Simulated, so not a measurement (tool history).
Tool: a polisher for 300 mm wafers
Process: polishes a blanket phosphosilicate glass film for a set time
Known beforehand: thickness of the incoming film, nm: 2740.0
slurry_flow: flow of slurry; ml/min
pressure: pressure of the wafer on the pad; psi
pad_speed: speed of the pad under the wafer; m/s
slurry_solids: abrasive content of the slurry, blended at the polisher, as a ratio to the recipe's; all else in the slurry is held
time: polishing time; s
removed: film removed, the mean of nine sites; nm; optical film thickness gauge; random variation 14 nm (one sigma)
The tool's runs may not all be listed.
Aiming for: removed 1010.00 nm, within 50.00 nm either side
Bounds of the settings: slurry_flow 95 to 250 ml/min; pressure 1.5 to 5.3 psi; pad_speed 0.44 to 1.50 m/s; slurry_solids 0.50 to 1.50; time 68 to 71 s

{"run": 1, "hour": 0.0, "slurry_flow": 160, "pressure": 3.4, "pad_speed": 0.96, "slurry_solids": 1.0, "time": 68, "removed": 507.98}
{"run": 2, "hour": 7.9, "slurry_flow": 160, "pressure": 3.9, "pad_speed": 1.0, "slurry_solids": 1.0, "time": 68, "removed": 593.78}
{"run": 3, "hour": 13.0, "slurry_flow": 160, "pressure": 4.2, "pad_speed": 1.04, "slurry_solids": 1.0, "time": 68, "removed": 634.55}
{"run": 4, "hour": 20.5, "slurry_flow": 160, "pressure": 3.8, "pad_speed": 1.04, "slurry_solids": 1.0, "time": 68, "removed": 568.46}
{"run": 5, "hour": 26.4, "slurry_flow": 160, "pressure": 3.8, "pad_speed": 1.04, "slurry_solids": 1.0, "time": 71, "removed": 596.53}
{"run": 6, "hour": 28.4, "slurry_flow": 160, "pressure": 3.8, "pad_speed": 1.04, "slurry_solids": 1.0, "time": 68, "removed": 584.5}
{"run": 7, "hour": 34.5, "slurry_flow": 165, "pressure": 4.8, "pad_speed": 1.18, "slurry_solids": 1.0, "time": 68, "removed": 784.67}
{"run": 8, "hour": 42.5, "slurry_flow": 165, "pressure": 4.9, "pad_speed": 1.22, "slurry_solids": 1.0, "time": 68, "removed": 845.49}
{"run": 9, "hour": 51.4, "slurry_flow": 170, "pressure": 5.3, "pad_speed": 1.28, "slurry_solids": 1.0, "time": 68, "removed": 942.49}
{"run": 10, "hour": 58.9, "slurry_flow": 170, "pressure": 5.3, "pad_speed": 1.3, "slurry_solids": 1.0, "time": 68, "removed": 923.92}

Of the 5 settings listed for the next run, only one would bring every result within its allowed miss of target. Which one?
{"run": "A", "hour": 66.4, "slurry_flow": 170, "pressure": 5.3, "pad_speed": 1.32, "slurry_solids": 0.9, "time": 69, "removed": "?"}
{"run": "B", "hour": 66.4, "slurry_flow": 210, "pressure": 5.3, "pad_speed": 1.26, "slurry_solids": 1.1, "time": 68, "removed": "?"}
{"run": "C", "hour": 66.4, "slurry_flow": 160, "pressure": 5.0, "pad_speed": 1.28, "slurry_solids": 1.05, "time": 68, "removed": "?"}
{"run": "D", "hour": 66.4, "slurry_flow": 145, "pressure": 4.5, "pad_speed": 1.32, "slurry_solids": 1.2, "time": 70, "removed": "?"}
{"run": "E", "hour": 66.4, "slurry_flow": 150, "pressure": 5.3, "pad_speed": 1.5, "slurry_solids": 1.1, "time": 71, "removed": "?"}

move=A removed=889.33
move=B removed=977.99
move=C removed=873.61
move=D removed=865.38
move=E removed=1078.40
A: the biggest miss grows against the last run
B: every result within its allowed miss
C: the biggest miss grows against the last run
D: the biggest miss grows against the last run
E: takes the result that was furthest off past its target
B meets every target.
